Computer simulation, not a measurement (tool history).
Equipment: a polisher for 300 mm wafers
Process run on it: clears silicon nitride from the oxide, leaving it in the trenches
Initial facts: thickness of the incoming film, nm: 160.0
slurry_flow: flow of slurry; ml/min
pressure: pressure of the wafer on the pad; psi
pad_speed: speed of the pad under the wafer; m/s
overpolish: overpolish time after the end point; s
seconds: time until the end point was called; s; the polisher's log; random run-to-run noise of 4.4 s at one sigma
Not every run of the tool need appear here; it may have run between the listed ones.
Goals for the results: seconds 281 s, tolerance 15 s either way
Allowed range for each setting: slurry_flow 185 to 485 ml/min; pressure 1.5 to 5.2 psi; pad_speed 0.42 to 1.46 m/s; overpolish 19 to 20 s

run  hour  slurry_flow  pressure  pad_speed  overpolish  seconds
  1     0          310       3.3       0.94          19   210.71
  2   1.2          310       3.1       0.94          19   226.06
  3   7.1          310         3       0.94          19   227.37
  4   9.9          260         3       0.94          19    228.3
  5  12.4          185         3       0.94          19   233.93
  6  13.7          185         3       0.94          20   239.02
  7  18.7          185       2.9       0.94          20   246.51
  8  26.5          185       2.8       0.94          20   257.06
  9  31.5          185       2.7       0.94          20   265.92

Of the 4 settings listed for the next run, only one would bring every result within its allowed miss of target. Which one?
  A  36.5          185       2.5       0.96          19        ?
  B  36.5          235       2.7          1          19        ?
  C  36.5          185       2.6       0.82          20        ?
  D  36.5          185       2.2       0.94          20        ?

move  seconds
   A   274.95
   B   239.98
   C    304.6
   D   316.69
A: each result inside its tolerance
B: misses by more than the last run did
C: pushes the last run's worst result past its target
D: pushes the last run's worst result past its target
A meets every target.
